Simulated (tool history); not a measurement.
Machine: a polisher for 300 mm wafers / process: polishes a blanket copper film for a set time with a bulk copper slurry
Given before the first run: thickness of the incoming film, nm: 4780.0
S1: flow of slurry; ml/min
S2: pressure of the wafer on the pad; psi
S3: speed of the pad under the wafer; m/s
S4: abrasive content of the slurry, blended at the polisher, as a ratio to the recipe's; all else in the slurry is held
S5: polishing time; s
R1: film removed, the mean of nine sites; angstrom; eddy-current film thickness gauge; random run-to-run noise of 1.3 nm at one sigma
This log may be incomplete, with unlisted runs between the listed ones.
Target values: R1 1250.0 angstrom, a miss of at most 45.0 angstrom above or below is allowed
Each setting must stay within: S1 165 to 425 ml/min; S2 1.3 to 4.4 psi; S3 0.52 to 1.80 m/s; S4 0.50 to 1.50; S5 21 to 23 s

{"run": 1, "hour": 0.0, "S1": 275, "S2": 2.8, "S3": 1.16, "S4": 1.0, "S5": 23, "R1": 2364.3}
{"run": 2, "hour": 8.9, "S1": 275, "S2": 2.8, "S3": 1.06, "S4": 1.0, "S5": 23, "R1": 2178.6}
{"run": 3, "hour": 15.5, "S1": 275, "S2": 2.5, "S3": 1.06, "S4": 1.0, "S5": 23, "R1": 1946.7}
{"run": 4, "hour": 17.4, "S1": 275, "S2": 2.3, "S3": 1.06, "S4": 1.0, "S5": 23, "R1": 1784.9}
{"run": 5, "hour": 22.1, "S1": 275, "S2": 2.1, "S3": 1.06, "S4": 1.0, "S5": 23, "R1": 1639.9}
{"run": 6, "hour": 25.8, "S1": 275, "S2": 2.0, "S3": 1.06, "S4": 1.0, "S5": 23, "R1": 1565.1}
{"run": 7, "hour": 26.3, "S1": 275, "S2": 1.9, "S3": 1.06, "S4": 1.0, "S5": 23, "R1": 1462.0}
{"run": 8, "hour": 32.8, "S1": 275, "S2": 1.8, "S3": 1.06, "S4": 1.0, "S5": 23, "R1": 1416.9}
{"run": 9, "hour": 33.5, "S1": 275, "S2": 1.8, "S3": 1.06, "S4": 1.0, "S5": 23, "R1": 1410.1}
{"run": 10, "hour": 35.4, "S1": 275, "S2": 1.7, "S3": 1.06, "S4": 1.0, "S5": 23, "R1": 1324.2}

Which of these 5 next moves meets every target?
{"run": "A", "hour": 37.3, "S1": 290, "S2": 1.6, "S3": 1.14, "S4": 0.65, "S5": 22, "R1": "?"}
{"run": "B", "hour": 37.3, "S1": 305, "S2": 1.6, "S3": 1.2, "S4": 1.0, "S5": 22, "R1": "?"}
{"run": "C", "hour": 37.3, "S1": 285, "S2": 1.9, "S3": 1.02, "S4": 1.15, "S5": 22, "R1": "?"}
{"run": "D", "hour": 37.3, "S1": 280, "S2": 1.8, "S3": 1.1, "S4": 1.0, "S5": 23, "R1": "?"}
{"run": "E", "hour": 37.3, "S1": 280, "S2": 2.0, "S3": 1.06, "S4": 1.05, "S5": 21, "R1": "?"}

move=A R1=1211.3
move=B R1=1342.3
move=C R1=1370.3
move=D R1=1435.0
move=E R1=1407.0
A: all results in spec
B: lands further from the targets than the last run did
C: lands further from the targets than the last run did
D: lands further from the targets than the last run did
E: lands further from the targets than the last run did
A is the move that brings every result within its allowed miss.
